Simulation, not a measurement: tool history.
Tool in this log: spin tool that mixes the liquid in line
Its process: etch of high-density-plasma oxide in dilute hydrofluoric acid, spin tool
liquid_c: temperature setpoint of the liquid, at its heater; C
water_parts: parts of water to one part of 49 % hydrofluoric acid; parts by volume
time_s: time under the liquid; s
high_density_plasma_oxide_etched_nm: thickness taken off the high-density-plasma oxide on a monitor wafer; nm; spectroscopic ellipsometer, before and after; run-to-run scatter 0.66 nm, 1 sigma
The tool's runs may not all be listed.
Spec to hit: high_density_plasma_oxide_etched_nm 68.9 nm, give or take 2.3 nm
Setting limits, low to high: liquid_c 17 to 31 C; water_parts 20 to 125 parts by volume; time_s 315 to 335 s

run	hour	liquid_c	water_parts	time_s	high_density_plasma_oxide_etched_nm
1	0	23	70	315	40.349
2	7	25	65	315	47.262
3	16	26.5	60	315	56.002
4	19	27.5	60	315	56.603
5	24.4	24.5	60	315	50.516
6	26.1	26	60	315	54.833
7	26.8	27	60	315	55.44
8	35.6	28	60	315	57.841
9	40.7	31	55	315	72.04

Consider the 5 candidate settings below. Which is the only one whose results all fall within their allowed miss of target?
A	45.8	28	55	315	?
B	45.8	30	55	335	?
C	45.8	30.5	60	315	?
D	45.8	30.5	55	335	?
E	45.8	30.5	60	335	?

move	high_density_plasma_oxide_etched_nm
A	63.885
B	73.507
C	64.111
D	74.953
E	68.181
A: moves the result that the last run missed by most past its target, out the other side
B: its largest miss is bigger than the last run's
C: moves the result that the last run missed by most past its target, out the other side
D: its largest miss is bigger than the last run's
E: meets every target
The right move is E.
